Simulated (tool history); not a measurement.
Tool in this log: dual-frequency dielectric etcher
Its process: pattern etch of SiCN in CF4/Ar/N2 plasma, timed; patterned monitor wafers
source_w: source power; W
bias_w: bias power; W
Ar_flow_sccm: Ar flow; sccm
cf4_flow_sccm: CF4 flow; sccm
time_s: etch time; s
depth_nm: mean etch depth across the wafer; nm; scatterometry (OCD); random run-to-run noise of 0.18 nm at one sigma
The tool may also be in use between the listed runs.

{"run": 1, "day": 0.0, "source_w": 480, "bias_w": 56, "Ar_flow_sccm": 125, "cf4_flow_sccm": 57, "time_s": 67.5, "depth_nm": 51.757}
{"run": 2, "day": 0.088, "source_w": 440, "bias_w": 53, "Ar_flow_sccm": 130, "cf4_flow_sccm": 55, "time_s": 66.5, "depth_nm": 46.106}
{"run": 3, "day": 0.404, "source_w": 440, "bias_w": 53, "Ar_flow_sccm": 130, "cf4_flow_sccm": 55, "time_s": 62, "depth_nm": 42.902}
{"run": 4, "day": 0.442, "source_w": 440, "bias_w": 53, "Ar_flow_sccm": 130, "cf4_flow_sccm": 50, "time_s": 62, "depth_nm": 41.616}
{"run": 5, "day": 0.467, "source_w": 440, "bias_w": 53, "Ar_flow_sccm": 130, "cf4_flow_sccm": 54, "time_s": 62, "depth_nm": 42.591}
{"run": 6, "day": 0.55, "source_w": 410, "bias_w": 52, "Ar_flow_sccm": 131, "cf4_flow_sccm": 54, "time_s": 62, "depth_nm": 40.251}
{"run": 7, "day": 0.796, "source_w": 310, "bias_w": 41, "Ar_flow_sccm": 144, "cf4_flow_sccm": 50, "time_s": 62, "depth_nm": 27.653}

For run 8, what comes out?
{"run": 8, "day": 0.846, "source_w": 320, "bias_w": 41, "Ar_flow_sccm": 144, "cf4_flow_sccm": 50, "time_s": 62, "depth_nm": "?"}

depth_nm: 28.476 nm
